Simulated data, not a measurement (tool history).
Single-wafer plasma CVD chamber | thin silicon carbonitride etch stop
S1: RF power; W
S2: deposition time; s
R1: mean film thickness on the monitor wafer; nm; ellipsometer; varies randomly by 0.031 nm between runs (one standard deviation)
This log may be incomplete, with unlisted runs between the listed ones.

run,hour,S1,S2,R1
1,0.0,215,14.4,8.2896
2,5.6,210,14.0,8.0417
3,14.0,210,14.7,8.4361
4,20.9,200,14.7,8.3237
5,26.8,220,14.7,8.6054
6,29.0,205,14.7,8.3436
7,30.9,200,14.3,8.1343
8,36.1,200,14.3,8.0974

Forecast run 9:
9,37.0,195,13.9,?

{"run 9": {"R1": 7.8087}}

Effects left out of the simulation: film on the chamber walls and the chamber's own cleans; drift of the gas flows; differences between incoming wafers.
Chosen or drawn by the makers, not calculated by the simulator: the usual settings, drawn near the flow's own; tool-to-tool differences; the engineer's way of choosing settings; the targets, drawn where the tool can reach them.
